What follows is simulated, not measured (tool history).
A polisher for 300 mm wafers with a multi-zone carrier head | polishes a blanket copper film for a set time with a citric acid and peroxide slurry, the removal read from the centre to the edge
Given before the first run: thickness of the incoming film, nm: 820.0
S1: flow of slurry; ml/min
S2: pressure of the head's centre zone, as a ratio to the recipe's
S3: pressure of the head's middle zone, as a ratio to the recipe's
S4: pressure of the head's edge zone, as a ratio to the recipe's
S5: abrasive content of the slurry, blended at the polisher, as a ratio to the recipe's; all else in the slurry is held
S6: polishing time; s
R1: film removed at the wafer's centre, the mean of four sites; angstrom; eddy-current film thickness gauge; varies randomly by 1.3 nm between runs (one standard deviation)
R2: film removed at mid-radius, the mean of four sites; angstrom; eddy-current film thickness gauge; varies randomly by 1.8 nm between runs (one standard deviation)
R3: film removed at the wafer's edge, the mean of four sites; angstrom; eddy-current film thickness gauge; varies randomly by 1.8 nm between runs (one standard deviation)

run,day,S1,S2,S3,S4,S5,S6,R1,R2,R3
1,0,290,1,1,1,1,52,1160.6,1157.2,1084.1
2,0.275,290,0.95,1,1,1,52,1117.5,1161.3,1070.6
3,0.546,290,0.97,1,1.03,1.1,53,1179.6,1181.1,1152.8
4,0.592,295,0.99,1.03,1.05,1.2,54,1222.2,1261.2,1205.1
# day 0.621: edge zone pressure recalibrated
5,0.621,295,0.99,1.08,1.05,1.2,54,1232.9,1310.1,1280.3
6,0.738,295,0.99,1.05,1.05,1.2,54,1244.4,1280.5,1254.7
7,0.854,300,1.02,1.07,1.06,1.25,54,1268.6,1312.1,1280.4
8,1.112,300,1.05,1.08,1.07,1.3,54,1322.1,1377.1,1283.8
9,1.283,300,1.05,1.06,1.09,1.35,55,1372.4,1345.7,1340.9
10,1.475,305,1.06,1.07,1.11,1.4,55,1394.8,1348.9,1332.5
11,1.558,300,1.06,1.08,1.12,1.4,56,1390.4,1416.5,1372.2
12,1.654,300,1.06,1.08,1.12,1.4,56,1417.2,1410.5,1402.3
13,1.858,300,1.07,1.08,1.13,1.4,56,1424.7,1414.8,1407

Run 14 comes next. What will it give?
14,1.9,300,1.08,1.08,1.14,1.4,56,?,?,?

{"run 14": {"R1": 1409.7, "R2": 1395.2, "R3": 1415.4}}
